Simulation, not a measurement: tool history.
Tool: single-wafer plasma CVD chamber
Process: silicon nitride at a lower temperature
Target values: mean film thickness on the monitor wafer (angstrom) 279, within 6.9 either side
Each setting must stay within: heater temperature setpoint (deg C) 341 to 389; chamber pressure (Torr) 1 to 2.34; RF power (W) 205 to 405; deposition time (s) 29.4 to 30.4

| run | hour | heater temperature setpoint (deg C) | chamber pressure (Torr) | RF power (W) | deposition time (s) | mean film thickness on the monitor wafer (angstrom) |
|---|---|---|---|---|---|---|
| 1 | 0 | 365 | 1.67 | 305 | 29.4 | 318.29 |
| 2 | 4.7 | 365 | 1.67 | 305 | 30.4 | 326.48 |
| 3 | 9.3 | 365 | 1.48 | 305 | 30.4 | 317.49 |
| 4 | 13.8 | 365 | 1.48 | 330 | 30.4 | 339.65 |
| 5 | 18.4 | 365 | 1.48 | 330 | 29.4 | 332.71 |
| 6 | 21.9 | 365 | 1.44 | 325 | 29.4 | 324.95 |
| 7 | 28.5 | 365 | 1.41 | 320 | 29.4 | 315.74 |
| 8 | 35.3 | 365 | 1.37 | 315 | 29.4 | 309.1 |
| 9 | 37.2 | 365 | 1.33 | 315 | 29.4 | 304.63 |
| 10 | 44.3 | 365 | 1.3 | 315 | 29.4 | 306.46 |
| 11 | 46.8 | 365 | 1.27 | 310 | 29.4 | 304.64 |
| 12 | 49.5 | 365 | 1.25 | 305 | 29.4 | 298.96 |
|  | 53.7 | RF generator calibrated |
| 13 | 53.7 | 365 | 1.23 | 300 | 29.4 | 305.04 |
| 14 | 56.2 | 365 | 1.21 | 290 | 29.4 | 296.08 |
| 15 | 63.6 | 365 | 1.04 | 270 | 29.4 | 266.46 |

Which single option among these 5 for the next run brings every result within its allowed miss of target? Just one does.
| A | 71 | 363 | 1.03 | 270 | 29.4 | ? |
| B | 71 | 373 | 1.09 | 250 | 29.9 | ? |
| C | 71 | 372 | 1.06 | 270 | 30.4 | ? |
| D | 71 | 362 | 1 | 265 | 29.4 | ? |
| E | 71 | 372 | 1.13 | 265 | 29.4 | ? |

| move | mean film thickness on the monitor wafer (angstrom) |
|---|---|
| A | 267.27 |
| B | 254.23 |
| C | 277.01 |
| D | 260.85 |
| E | 266.88 |
A: better than the last run, though not everything is in spec
B: moves away from the targets compared with the last run
C: hits every target within its allowed miss
D: moves away from the targets compared with the last run
E: about the same distance from the targets as the last run
So the answer is move C, the one that meets all the targets.
